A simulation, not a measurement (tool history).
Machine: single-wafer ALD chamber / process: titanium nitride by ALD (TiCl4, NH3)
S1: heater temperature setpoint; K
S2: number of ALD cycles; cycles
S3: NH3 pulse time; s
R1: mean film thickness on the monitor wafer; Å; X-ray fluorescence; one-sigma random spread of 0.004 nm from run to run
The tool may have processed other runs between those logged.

run 1 hour=0.0 | S1=663.15 S2=44 S3=2.08 | R1=9.7815
run 2 hour=7.9 | S1=663.15 S2=44 S3=2.49 | R1=9.9000
run 3 hour=10.8 | S1=660.15 S2=44 S3=2.21 | R1=9.7447
run 4 hour=18.9 | S1=660.15 S2=42 S3=2.21 | R1=9.3556
run 5 hour=26.5 | S1=658.15 S2=42 S3=2.12 | R1=9.3488
run 6 hour=32.3 | S1=669.15 S2=42 S3=2.12 | R1=9.4448
run 7 hour=34.3 | S1=667.15 S2=42 S3=1.91 | R1=9.4197
run 8 hour=35.3 | S1=663.15 S2=42 S3=1.74 | R1=9.2753
run 9 hour=41.3 | S1=662.15 S2=42 S3=1.63 | R1=9.1812
run 10 hour=43.6 | S1=661.15 S2=42 S3=1.57 | R1=9.2428
run 11 hour=49.0 | S1=659.15 S2=42 S3=1.45 | R1=9.1568

For run 12, what comes out?
run 12 hour=56.9 | S1=658.15 S2=42 S3=1.37 | R1=?

Run 12 measured R1 9.1405 Å.
